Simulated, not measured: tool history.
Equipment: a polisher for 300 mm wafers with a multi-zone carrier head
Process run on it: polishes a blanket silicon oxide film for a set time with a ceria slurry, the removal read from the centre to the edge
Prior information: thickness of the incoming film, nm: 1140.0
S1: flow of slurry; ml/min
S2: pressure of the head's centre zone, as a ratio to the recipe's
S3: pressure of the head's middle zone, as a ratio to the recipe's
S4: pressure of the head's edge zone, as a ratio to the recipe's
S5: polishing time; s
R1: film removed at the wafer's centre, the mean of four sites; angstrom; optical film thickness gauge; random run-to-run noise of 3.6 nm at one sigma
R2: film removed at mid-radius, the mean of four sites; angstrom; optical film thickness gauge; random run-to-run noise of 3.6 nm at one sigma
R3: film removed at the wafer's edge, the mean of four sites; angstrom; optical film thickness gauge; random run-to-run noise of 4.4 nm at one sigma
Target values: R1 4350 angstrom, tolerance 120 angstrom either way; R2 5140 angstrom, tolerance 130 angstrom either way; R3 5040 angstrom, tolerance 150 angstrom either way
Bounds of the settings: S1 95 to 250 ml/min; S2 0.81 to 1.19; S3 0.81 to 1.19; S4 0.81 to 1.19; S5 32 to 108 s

| run | hour | S1 | S2 | S3 | S4 | S5 | R1 | R2 | R3 |
|---|---|---|---|---|---|---|---|---|---|
| 1 | 0 | 160 | 1 | 1 | 1 | 70 | 4512 | 4502.4 | 4685.4 |
| 2 | 6.8 | 165 | 0.99 | 1.01 | 1.01 | 70 | 4564.4 | 4552.5 | 4685.4 |
| 3 | 9 | 165 | 0.99 | 1.01 | 1.01 | 87 | 5723.4 | 5731.2 | 5908 |
| 4 | 14.1 | 180 | 0.99 | 1.01 | 1.01 | 87 | 5869.2 | 5782.6 | 5994.7 |
| 5 | 21.1 | 180 | 0.99 | 0.95 | 1.01 | 87 | 5754.1 | 5529.3 | 6001.9 |
| 6 | 29.7 | 175 | 0.97 | 0.95 | 0.99 | 87 | 5707.5 | 5488.6 | 5970.6 |
| 7 | 33.3 | 170 | 0.95 | 0.96 | 0.98 | 86 | 5380.9 | 5413.9 | 5729.7 |
| 8 | 36.9 | 125 | 0.85 | 0.99 | 0.91 | 86 | 4452.9 | 5223.6 | 5330.5 |
| 9 | 41.2 | 125 | 0.85 | 0.99 | 0.9 | 86 | 4554.4 | 5195.7 | 5364.6 |
| 10 | 44.5 | 125 | 0.85 | 0.99 | 0.89 | 86 | 4531.2 | 5226.1 | 5298.5 |
| 11 | 53.1 | 125 | 0.85 | 0.99 | 0.88 | 86 | 4436.8 | 5204.2 | 5319.7 |
| 12 | 57.4 | 125 | 0.85 | 0.99 | 0.87 | 86 | 4544.9 | 5206.9 | 5267.7 |

Which of these 4 next moves meets every target?
| A | 61.7 | 145 | 0.81 | 0.96 | 0.98 | 84 | ? | ? | ? |
| B | 61.7 | 120 | 0.88 | 0.96 | 0.9 | 89 | ? | ? | ? |
| C | 61.7 | 140 | 0.83 | 0.99 | 0.83 | 83 | ? | ? | ? |
| D | 61.7 | 105 | 0.85 | 0.94 | 0.86 | 93 | ? | ? | ? |

| move | R1 | R2 | R3 |
|---|---|---|---|
| A | 4314.5 | 5097.9 | 5392.7 |
| B | 4712.9 | 5154.1 | 5339.9 |
| C | 4331.4 | 5129.1 | 4955.3 |
| D | 4541 | 5085.7 | 5334.5 |
A: corrects the largest miss of the last run, while another result sits out of spec
B: further off than the last run
C: hits every target within its allowed miss
D: further off than the last run
So the answer is move C, the one that meets all the targets.
